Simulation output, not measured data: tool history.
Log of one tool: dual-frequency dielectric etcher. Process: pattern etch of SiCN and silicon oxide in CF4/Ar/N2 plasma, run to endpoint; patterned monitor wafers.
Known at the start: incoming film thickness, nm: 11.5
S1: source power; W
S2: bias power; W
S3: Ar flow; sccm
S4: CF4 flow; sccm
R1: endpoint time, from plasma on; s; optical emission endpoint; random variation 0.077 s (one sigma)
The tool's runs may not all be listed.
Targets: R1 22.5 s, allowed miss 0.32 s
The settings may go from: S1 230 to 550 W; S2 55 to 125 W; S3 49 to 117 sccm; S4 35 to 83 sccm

{"run": 1, "hour": 0.0, "S1": 390, "S2": 90, "S3": 83, "S4": 59, "R1": 12.441}
{"run": 2, "hour": 8.7, "S1": 350, "S2": 81, "S3": 91, "S4": 54, "R1": 15.28}
{"run": 3, "hour": 11.0, "S1": 350, "S2": 81, "S3": 104, "S4": 54, "R1": 15.481}
{"run": 4, "hour": 13.2, "S1": 350, "S2": 81, "S3": 104, "S4": 58, "R1": 15.314}
{"run": 5, "hour": 20.5, "S1": 350, "S2": 81, "S3": 114, "S4": 58, "R1": 15.54}
{"run": 6, "hour": 26.6, "S1": 310, "S2": 81, "S3": 114, "S4": 58, "R1": 17.962}
{"run": 7, "hour": 31.8, "S1": 290, "S2": 81, "S3": 114, "S4": 58, "R1": 19.424}
{"run": 8, "hour": 36.4, "S1": 280, "S2": 81, "S3": 114, "S4": 58, "R1": 20.278}
{"run": 9, "hour": 39.5, "S1": 270, "S2": 81, "S3": 114, "S4": 58, "R1": 21.351}

5 next moves are on the table. One of them brings every result within its allowed miss. Which?
{"run": "A", "hour": 42.6, "S1": 240, "S2": 95, "S3": 117, "S4": 50, "R1": "?"}
{"run": "B", "hour": 42.6, "S1": 270, "S2": 68, "S3": 106, "S4": 78, "R1": "?"}
{"run": "C", "hour": 42.6, "S1": 290, "S2": 71, "S3": 109, "S4": 57, "R1": "?"}
{"run": "D", "hour": 42.6, "S1": 280, "S2": 83, "S3": 115, "S4": 59, "R1": "?"}
{"run": "E", "hour": 42.6, "S1": 310, "S2": 59, "S3": 116, "S4": 63, "R1": "?"}

move=A R1=23.166
move=B R1=22.397
move=C R1=20.805
move=D R1=20.023
move=E R1=21.217
A: takes the result that was furthest off past its target
B: meets every target
C: further off than the last run
D: further off than the last run
E: further off than the last run
Move B is the one to make.
